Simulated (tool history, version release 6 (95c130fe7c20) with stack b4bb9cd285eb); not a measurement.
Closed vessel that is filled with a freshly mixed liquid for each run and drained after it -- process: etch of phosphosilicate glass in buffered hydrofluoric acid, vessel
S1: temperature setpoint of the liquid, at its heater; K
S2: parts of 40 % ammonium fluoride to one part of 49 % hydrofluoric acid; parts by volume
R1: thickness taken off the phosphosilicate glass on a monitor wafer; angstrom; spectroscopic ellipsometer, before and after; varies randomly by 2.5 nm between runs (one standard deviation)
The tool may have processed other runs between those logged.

{"run": 1, "hour": 0.0, "S1": 295.15, "S2": 17, "time in the liquid (s)": 95, "R1": 1670.6}
{"run": 2, "hour": 0.9, "S1": 297.65, "S2": 14.5, "time in the liquid (s)": 95, "R1": 2227}
{"run": 3, "hour": 3.3, "S1": 295.15, "S2": 14.5, "time in the liquid (s)": 95, "R1": 1962.6}
{"run": 4, "hour": 3.9, "S1": 295.15, "S2": 12, "time in the liquid (s)": 95, "R1": 2375.6}
{"run": 5, "hour": 10.5, "S1": 297.65, "S2": 11, "time in the liquid (s)": 95, "R1": 2913.3}
{"run": 6, "hour": 11.0, "S1": 297.65, "S2": 11, "time in the liquid (s)": 100, "R1": 3073.4}
{"run": 7, "hour": 17.7, "S1": 299.15, "S2": 10.5, "time in the liquid (s)": 100, "R1": 3512.8}
{"run": 8, "hour": 20.6, "S1": 300.15, "S2": 10.5, "time in the liquid (s)": 100, "R1": 3721.6}
{"run": 9, "hour": 27.3, "S1": 300.15, "S2": 10.5, "time in the liquid (s)": 100, "R1": 3728.3}
{"run": 10, "hour": 29.5, "S1": 301.15, "S2": 10.5, "time in the liquid (s)": 100, "R1": 3953.1}
{"run": 11, "hour": 35.3, "S1": 301.65, "S2": 10.5, "time in the liquid (s)": 100, "R1": 4033}

What will run 12 give?
{"run": 12, "hour": 41.9, "S1": 302.15, "S2": 10.5, "time in the liquid (s)": 100, "R1": "?"}

Run 12 yielded R1 4077.1 angstrom.
